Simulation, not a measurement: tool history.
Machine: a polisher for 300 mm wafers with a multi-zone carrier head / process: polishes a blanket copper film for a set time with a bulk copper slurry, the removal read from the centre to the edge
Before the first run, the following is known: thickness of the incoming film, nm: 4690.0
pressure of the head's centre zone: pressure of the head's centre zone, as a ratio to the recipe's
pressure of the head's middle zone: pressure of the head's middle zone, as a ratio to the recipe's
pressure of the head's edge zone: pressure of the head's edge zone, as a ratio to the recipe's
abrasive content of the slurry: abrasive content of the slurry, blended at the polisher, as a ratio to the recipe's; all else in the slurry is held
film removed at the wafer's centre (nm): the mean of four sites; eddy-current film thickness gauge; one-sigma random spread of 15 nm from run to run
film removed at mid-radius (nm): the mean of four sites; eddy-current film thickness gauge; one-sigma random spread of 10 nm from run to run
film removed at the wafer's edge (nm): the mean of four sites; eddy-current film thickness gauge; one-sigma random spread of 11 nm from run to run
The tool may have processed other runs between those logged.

run	day	flow of slurry (ml/min)	pressure of the head's centre zone	pressure of the head's middle zone	pressure of the head's edge zone	abrasive content of the slurry	polishing time (s)	film removed at the wafer's centre (nm)	film removed at mid-radius (nm)	film removed at the wafer's edge (nm)
1	0	205	1	1	1	1	81	946.07	930.94	927.26
2	0.188	215	1.05	1	1.03	1.05	81	986.68	956.29	964.38
3	0.396	215	1.05	1	1.09	1.05	81	991.21	947.62	988.2
4	0.696	215	1.05	1	1.09	1.05	88	1091.6	1028.3	1086
5	0.825	220	1.09	0.99	1.07	1.05	88	1137.4	1026.2	1078.4
6	1.146	220	1.09	0.99	1.07	0.9	88	1100.3	993	1030.5
7	1.438	230	1.12	0.99	1.07	0.9	88	1121.5	1020	1048.9
8	1.517	230	1.14	0.98	1.05	0.95	89	1177.9	1002.8	1048.7

Run 9, settings as shown, results not yet in. Your forecast:
9	1.621	235	1.15	0.98	1.05	0.95	89	?	?	?

film removed at the wafer's centre (nm): 1175.6
film removed at mid-radius (nm): 1009.5
film removed at the wafer's edge (nm): 1056.8
